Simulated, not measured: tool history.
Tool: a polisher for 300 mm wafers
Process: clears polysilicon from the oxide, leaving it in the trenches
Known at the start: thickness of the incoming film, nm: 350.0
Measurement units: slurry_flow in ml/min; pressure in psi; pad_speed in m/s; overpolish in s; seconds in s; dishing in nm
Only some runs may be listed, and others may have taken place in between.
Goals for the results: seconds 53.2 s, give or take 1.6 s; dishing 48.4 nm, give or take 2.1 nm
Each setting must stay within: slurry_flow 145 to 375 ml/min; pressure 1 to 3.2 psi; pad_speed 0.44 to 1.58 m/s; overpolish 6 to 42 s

{"run": 1, "hour": 0.0, "slurry_flow": 240, "pressure": 2.1, "pad_speed": 1, "overpolish": 21, "seconds": 37.642, "dishing": 51.089}
{"run": 2, "hour": 7.8, "slurry_flow": 240, "pressure": 1.9, "pad_speed": 1, "overpolish": 19, "seconds": 41.56, "dishing": 49.572}
{"run": 3, "hour": 14.0, "slurry_flow": 240, "pressure": 2.2, "pad_speed": 1, "overpolish": 19, "seconds": 35.969, "dishing": 49.379}
{"run": 4, "hour": 17.5, "slurry_flow": 265, "pressure": 2.2, "pad_speed": 1, "overpolish": 19, "seconds": 35.663, "dishing": 50.717}
{"run": 5, "hour": 18.5, "slurry_flow": 260, "pressure": 2, "pad_speed": 1, "overpolish": 18, "seconds": 39.623, "dishing": 49.36}
{"run": 6, "hour": 22.6, "slurry_flow": 260, "pressure": 1.8, "pad_speed": 1, "overpolish": 18, "seconds": 43.244, "dishing": 48.505}
{"run": 7, "hour": 25.0, "slurry_flow": 260, "pressure": 1.7, "pad_speed": 1, "overpolish": 19, "seconds": 45.971, "dishing": 47.491}
{"run": 8, "hour": 26.9, "slurry_flow": 255, "pressure": 1.6, "pad_speed": 1, "overpolish": 22, "seconds": 49.286, "dishing": 49.709}

Which one of the following 5 next-run settings gets every result inside its allowed miss? There is exactly one.
{"run": "A", "hour": 28.8, "slurry_flow": 255, "pressure": 1.6, "pad_speed": 1.1, "overpolish": 29, "seconds": "?", "dishing": "?"}
{"run": "B", "hour": 28.8, "slurry_flow": 280, "pressure": 1.6, "pad_speed": 0.98, "overpolish": 26, "seconds": "?", "dishing": "?"}
{"run": "C", "hour": 28.8, "slurry_flow": 280, "pressure": 1.5, "pad_speed": 1.02, "overpolish": 18, "seconds": "?", "dishing": "?"}
{"run": "D", "hour": 28.8, "slurry_flow": 280, "pressure": 1.3, "pad_speed": 1.12, "overpolish": 21, "seconds": "?", "dishing": "?"}
{"run": "E", "hour": 28.8, "slurry_flow": 245, "pressure": 1.8, "pad_speed": 0.96, "overpolish": 29, "seconds": "?", "dishing": "?"}

move=A seconds=44.472 dishing=51.714
move=B seconds=49.246 dishing=51.044
move=C seconds=50.399 dishing=48.271
move=D seconds=52.763 dishing=49.273
move=E seconds=45.526 dishing=51.661
A: misses by more than the last run did
B: no nearer and no further than the last run
C: moves toward the targets from the last run without getting all of them in spec
D: every result within its allowed miss
E: misses by more than the last run did
Go with D: it meets all targets.
